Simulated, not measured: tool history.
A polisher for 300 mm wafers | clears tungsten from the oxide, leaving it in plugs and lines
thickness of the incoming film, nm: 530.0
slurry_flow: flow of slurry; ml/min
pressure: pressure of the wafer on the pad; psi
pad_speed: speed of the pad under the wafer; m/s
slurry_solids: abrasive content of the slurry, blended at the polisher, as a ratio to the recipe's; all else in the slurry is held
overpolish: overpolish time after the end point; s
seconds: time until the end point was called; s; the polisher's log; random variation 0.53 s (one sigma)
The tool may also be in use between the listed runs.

run 1 hour=0.0 | slurry_flow=240 pressure=3.6 pad_speed=1.36 slurry_solids=1.0 overpolish=27 | seconds=78.972
run 2 hour=2.5 | slurry_flow=240 pressure=3.9 pad_speed=1.36 slurry_solids=1.0 overpolish=27 | seconds=73.566
run 3 hour=7.8 | slurry_flow=240 pressure=4.2 pad_speed=1.36 slurry_solids=1.0 overpolish=27 | seconds=67.079
run 4 hour=11.4 | slurry_flow=240 pressure=4.7 pad_speed=1.36 slurry_solids=1.0 overpolish=27 | seconds=60.811
run 5 hour=12.6 | slurry_flow=240 pressure=4.9 pad_speed=1.36 slurry_solids=1.0 overpolish=27 | seconds=58.469
run 6 hour=19.9 | slurry_flow=240 pressure=5.0 pad_speed=1.36 slurry_solids=1.0 overpolish=27 | seconds=56.659
run 7 hour=21.8 | slurry_flow=240 pressure=5.1 pad_speed=1.36 slurry_solids=1.0 overpolish=27 | seconds=55.881
run 8 hour=22.5 | slurry_flow=240 pressure=5.1 pad_speed=1.36 slurry_solids=1.0 overpolish=27 | seconds=57.228

Run 9 comes next. What will it give?
run 9 hour=25.8 | slurry_flow=240 pressure=5.2 pad_speed=1.38 slurry_solids=1.0 overpolish=27 | seconds=?

Run 9 gave seconds 52.887 s.
